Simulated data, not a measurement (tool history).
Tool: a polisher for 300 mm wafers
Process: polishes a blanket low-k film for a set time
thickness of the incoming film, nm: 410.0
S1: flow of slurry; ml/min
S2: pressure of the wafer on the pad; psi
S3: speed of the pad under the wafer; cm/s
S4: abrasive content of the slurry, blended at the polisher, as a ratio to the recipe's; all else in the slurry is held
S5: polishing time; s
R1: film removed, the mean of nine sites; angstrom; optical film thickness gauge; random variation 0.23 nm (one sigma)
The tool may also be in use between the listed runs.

run,day,S1,S2,S3,S4,S5,R1
1,0.000,180,2.1,88,1.0,112,410.92
2,0.375,180,2.1,88,1.0,112,413.97
3,0.562,180,1.9,88,1.0,112,380.83
4,0.829,180,1.9,88,1.1,112,395.17
5,1.146,180,1.9,88,1.0,112,375.13
6,1.308,180,1.4,88,1.0,112,281.99
7,1.571,175,1.3,88,1.0,112,259.07

Forecast run 8:
8,1.912,165,1.3,88,1.0,112,?

R1: 259.18 angstrom

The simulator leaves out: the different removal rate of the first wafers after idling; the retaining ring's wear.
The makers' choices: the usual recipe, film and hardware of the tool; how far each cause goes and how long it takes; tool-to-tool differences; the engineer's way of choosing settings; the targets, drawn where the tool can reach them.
